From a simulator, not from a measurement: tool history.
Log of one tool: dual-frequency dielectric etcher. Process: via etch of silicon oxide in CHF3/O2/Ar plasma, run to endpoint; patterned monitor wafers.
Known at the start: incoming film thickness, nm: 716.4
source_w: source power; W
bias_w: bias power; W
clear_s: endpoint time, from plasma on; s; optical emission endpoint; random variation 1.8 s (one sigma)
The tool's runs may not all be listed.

run,hour,source_w,bias_w,clear_s
1,0,860,175,299.52
2,2,720,175,314.12
3,9,820,175,302.93
4,13.7,780,173,307.84
5,16.5,750,171,313.45
# hour 20.5: source power generator calibrated
6,20.5,830,171,305.98

Run 7 comes next. What will it give?
7,29.5,790,169,?

clear_s: 312.9 s
